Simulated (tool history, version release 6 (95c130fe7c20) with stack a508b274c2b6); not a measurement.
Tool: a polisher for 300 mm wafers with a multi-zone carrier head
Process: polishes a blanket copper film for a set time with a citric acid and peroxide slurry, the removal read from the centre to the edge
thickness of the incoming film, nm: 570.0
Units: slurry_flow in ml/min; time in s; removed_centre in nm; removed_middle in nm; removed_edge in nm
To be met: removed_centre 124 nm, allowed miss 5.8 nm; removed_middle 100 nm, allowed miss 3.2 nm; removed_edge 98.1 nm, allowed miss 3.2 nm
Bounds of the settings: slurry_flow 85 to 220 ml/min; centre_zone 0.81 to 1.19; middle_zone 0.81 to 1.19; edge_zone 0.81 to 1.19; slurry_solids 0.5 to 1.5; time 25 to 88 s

{"run": 1, "hour": 0.0, "slurry_flow": 140, "centre_zone": 1, "middle_zone": 1, "edge_zone": 1, "slurry_solids": 1, "time": 56, "removed_centre": 84.015, "removed_middle": 83.975, "removed_edge": 83.65}
{"run": 2, "hour": 5.8, "slurry_flow": 140, "centre_zone": 0.92, "middle_zone": 1, "edge_zone": 1, "slurry_solids": 1, "time": 56, "removed_centre": 76.127, "removed_middle": 82.033, "removed_edge": 81.347}
{"run": 3, "hour": 10.0, "slurry_flow": 140, "centre_zone": 0.99, "middle_zone": 1, "edge_zone": 1, "slurry_solids": 1, "time": 56, "removed_centre": 82.814, "removed_middle": 84.595, "removed_edge": 83.481}
{"run": 4, "hour": 15.5, "slurry_flow": 105, "centre_zone": 0.99, "middle_zone": 1, "edge_zone": 1, "slurry_solids": 1, "time": 56, "removed_centre": 76.725, "removed_middle": 77.108, "removed_edge": 79.429}
{"run": 5, "hour": 22.3, "slurry_flow": 90, "centre_zone": 0.99, "middle_zone": 1, "edge_zone": 1, "slurry_solids": 1, "time": 56, "removed_centre": 71.763, "removed_middle": 73.654, "removed_edge": 75.894}
{"run": 6, "hour": 28.4, "slurry_flow": 90, "centre_zone": 0.99, "middle_zone": 1, "edge_zone": 0.94, "slurry_solids": 1, "time": 56, "removed_centre": 72.289, "removed_middle": 74.165, "removed_edge": 73.586}
{"run": 7, "hour": 31.4, "slurry_flow": 120, "centre_zone": 1.04, "middle_zone": 0.99, "edge_zone": 0.95, "slurry_solids": 1, "time": 56, "removed_centre": 82.414, "removed_middle": 80.278, "removed_edge": 79.397}
{"run": 8, "hour": 33.8, "slurry_flow": 140, "centre_zone": 1.08, "middle_zone": 0.98, "edge_zone": 0.95, "slurry_solids": 1, "time": 56, "removed_centre": 90.532, "removed_middle": 81.906, "removed_edge": 80.54}
{"run": 9, "hour": 41.3, "slurry_flow": 155, "centre_zone": 1.1, "middle_zone": 0.99, "edge_zone": 0.98, "slurry_solids": 1.05, "time": 56, "removed_centre": 95.533, "removed_middle": 86.922, "removed_edge": 84.239}
{"run": 10, "hour": 42.2, "slurry_flow": 170, "centre_zone": 1.12, "middle_zone": 0.98, "edge_zone": 0.99, "slurry_solids": 1.1, "time": 56, "removed_centre": 98.052, "removed_middle": 86.299, "removed_edge": 86.423}

5 next moves are on the table. One of them brings every result within its allowed miss. Which?
{"run": "A", "hour": 43.1, "slurry_flow": 185, "centre_zone": 1.14, "middle_zone": 0.86, "edge_zone": 0.97, "slurry_solids": 0.95, "time": 61, "removed_centre": "?", "removed_middle": "?", "removed_edge": "?"}
{"run": "B", "hour": 43.1, "slurry_flow": 140, "centre_zone": 1.17, "middle_zone": 0.98, "edge_zone": 1, "slurry_solids": 1, "time": 52, "removed_centre": "?", "removed_middle": "?", "removed_edge": "?"}
{"run": "C", "hour": 43.1, "slurry_flow": 185, "centre_zone": 1.19, "middle_zone": 0.97, "edge_zone": 0.95, "slurry_solids": 1.05, "time": 65, "removed_centre": "?", "removed_middle": "?", "removed_edge": "?"}
{"run": "D", "hour": 43.1, "slurry_flow": 180, "centre_zone": 1.07, "middle_zone": 1, "edge_zone": 0.88, "slurry_solids": 1.1, "time": 49, "removed_centre": "?", "removed_middle": "?", "removed_edge": "?"}
{"run": "E", "hour": 43.1, "slurry_flow": 155, "centre_zone": 0.91, "middle_zone": 0.98, "edge_zone": 1.11, "slurry_solids": 1.2, "time": 58, "removed_centre": "?", "removed_middle": "?", "removed_edge": "?"}

move=A removed_centre=108.46 removed_middle=82.545 removed_edge=91.398
move=B removed_centre=90.385 removed_middle=75.124 removed_edge=76.707
move=C removed_centre=123 removed_middle=98.992 removed_edge=98.072
move=D removed_centre=83.632 removed_middle=76.941 removed_edge=71.718
move=E removed_centre=82.921 removed_middle=88.645 removed_edge=94.636
A: further off than the last run
B: further off than the last run
C: meets every target
D: further off than the last run
E: further off than the last run
Move C is the one to make.
